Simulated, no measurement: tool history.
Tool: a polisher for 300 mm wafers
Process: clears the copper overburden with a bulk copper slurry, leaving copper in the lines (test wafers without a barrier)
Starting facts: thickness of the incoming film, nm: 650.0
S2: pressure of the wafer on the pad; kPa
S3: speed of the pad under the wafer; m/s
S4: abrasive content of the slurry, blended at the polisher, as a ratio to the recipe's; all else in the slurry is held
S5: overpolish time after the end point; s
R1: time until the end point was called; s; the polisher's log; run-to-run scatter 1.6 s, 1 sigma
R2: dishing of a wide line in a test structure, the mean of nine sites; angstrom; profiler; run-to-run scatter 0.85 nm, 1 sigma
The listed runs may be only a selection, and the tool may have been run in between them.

{"run": 1, "hour": 0.0, "flow of slurry (ml/min)": 245, "S2": 16.5, "S3": 0.88, "S4": 1, "S5": 23, "R1": 105.06, "R2": 905.41}
{"run": 2, "hour": 3.1, "flow of slurry (ml/min)": 245, "S2": 16.5, "S3": 0.78, "S4": 1, "S5": 23, "R1": 117.08, "R2": 825.94}
{"run": 3, "hour": 9.4, "flow of slurry (ml/min)": 245, "S2": 16.5, "S3": 0.78, "S4": 1, "S5": 21, "R1": 120.93, "R2": 784.26}
{"run": 4, "hour": 13.8, "flow of slurry (ml/min)": 245, "S2": 16.5, "S3": 0.78, "S4": 1, "S5": 30, "R1": 116.02, "R2": 1029.3}
{"run": 5, "hour": 16.2, "flow of slurry (ml/min)": 245, "S2": 16.5, "S3": 0.78, "S4": 1, "S5": 21, "R1": 118.4, "R2": 788.03}
{"run": 6, "hour": 23.9, "flow of slurry (ml/min)": 245, "S2": 16.5, "S3": 0.78, "S4": 1, "S5": 24, "R1": 118.09, "R2": 879.66}
{"run": 7, "hour": 26.9, "flow of slurry (ml/min)": 245, "S2": 16.5, "S3": 0.8, "S4": 1, "S5": 21, "R1": 115.79, "R2": 788.69}

Predict the results of run 8:
{"run": 8, "hour": 28.8, "flow of slurry (ml/min)": 245, "S2": 16.5, "S3": 0.8, "S4": 1, "S5": 19, "R1": "?", "R2": "?"}

Run 8 produced R1 115.9 s, R2 734.28 angstrom.

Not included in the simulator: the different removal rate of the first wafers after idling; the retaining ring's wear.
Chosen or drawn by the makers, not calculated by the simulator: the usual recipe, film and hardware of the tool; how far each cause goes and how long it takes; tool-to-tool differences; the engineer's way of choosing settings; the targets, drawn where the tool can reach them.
